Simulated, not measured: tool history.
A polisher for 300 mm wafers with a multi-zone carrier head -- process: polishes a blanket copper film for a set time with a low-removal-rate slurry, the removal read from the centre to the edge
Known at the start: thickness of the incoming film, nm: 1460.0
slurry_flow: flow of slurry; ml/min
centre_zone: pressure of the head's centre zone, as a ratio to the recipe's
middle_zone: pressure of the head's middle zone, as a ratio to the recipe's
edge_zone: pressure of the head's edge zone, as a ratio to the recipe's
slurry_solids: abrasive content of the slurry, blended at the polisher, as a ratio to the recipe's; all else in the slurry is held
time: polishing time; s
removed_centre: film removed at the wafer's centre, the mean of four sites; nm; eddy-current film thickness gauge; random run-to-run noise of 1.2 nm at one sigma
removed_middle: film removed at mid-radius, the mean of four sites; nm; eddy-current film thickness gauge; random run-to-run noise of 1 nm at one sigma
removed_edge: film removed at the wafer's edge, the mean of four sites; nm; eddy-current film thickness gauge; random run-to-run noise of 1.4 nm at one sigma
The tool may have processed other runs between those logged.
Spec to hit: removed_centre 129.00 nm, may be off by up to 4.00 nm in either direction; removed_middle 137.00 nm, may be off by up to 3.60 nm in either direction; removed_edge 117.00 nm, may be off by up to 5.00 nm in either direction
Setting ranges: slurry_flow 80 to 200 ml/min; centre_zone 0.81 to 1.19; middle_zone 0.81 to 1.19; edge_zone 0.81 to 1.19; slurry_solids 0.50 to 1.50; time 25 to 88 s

run	hour	slurry_flow	centre_zone	middle_zone	edge_zone	slurry_solids	time	removed_centre	removed_middle	removed_edge
1	0.0	130	1.00	1.00	1.00	1.00	56	167.59	185.94	179.11
2	4.1	130	1.00	1.00	1.00	1.00	70	210.41	234.29	226.51
3	11.7	130	1.06	1.00	1.00	1.00	70	222.71	232.54	225.57
4	14.8	130	1.06	1.00	1.00	0.80	70	215.63	225.98	217.26
5	19.2	130	1.06	1.00	0.96	0.75	64	192.17	205.36	194.37
6	23.1	130	1.06	1.00	0.96	0.75	76	232.19	240.48	230.56
7	26.6	130	1.12	1.00	0.86	0.50	60	181.23	180.19	166.41
8	31.7	130	1.12	1.01	0.85	0.50	55	167.88	165.92	151.37
# hour 33.9: centre zone pressure recalibrated
9	33.9	125	1.11	1.02	0.84	0.50	52	168.08	155.89	141.52

Exercise: of the 4 proposed moves below, exactly one satisfies all targets within the stated allowed misses. Which move is it?
A	36.1	115	1.07	1.09	0.81	0.65	40	?	?	?
B	36.1	180	0.99	1.08	0.87	0.60	40	?	?	?
C	36.1	155	1.07	1.08	0.81	0.65	38	?	?	?
D	36.1	200	0.82	1.12	1.19	0.50	50	?	?	?

move	removed_centre	removed_middle	removed_edge
A	129.09	131.35	110.10
B	127.92	138.03	117.22
C	129.30	129.76	108.15
D	132.49	176.31	163.22
A: gets the furthest-off result to its target, but another result is out of tolerance
B: each result inside its tolerance
C: gets the furthest-off result to its target, but another result is out of tolerance
D: gets the furthest-off result to its target, but another result is out of tolerance
Go with B: it meets all targets.

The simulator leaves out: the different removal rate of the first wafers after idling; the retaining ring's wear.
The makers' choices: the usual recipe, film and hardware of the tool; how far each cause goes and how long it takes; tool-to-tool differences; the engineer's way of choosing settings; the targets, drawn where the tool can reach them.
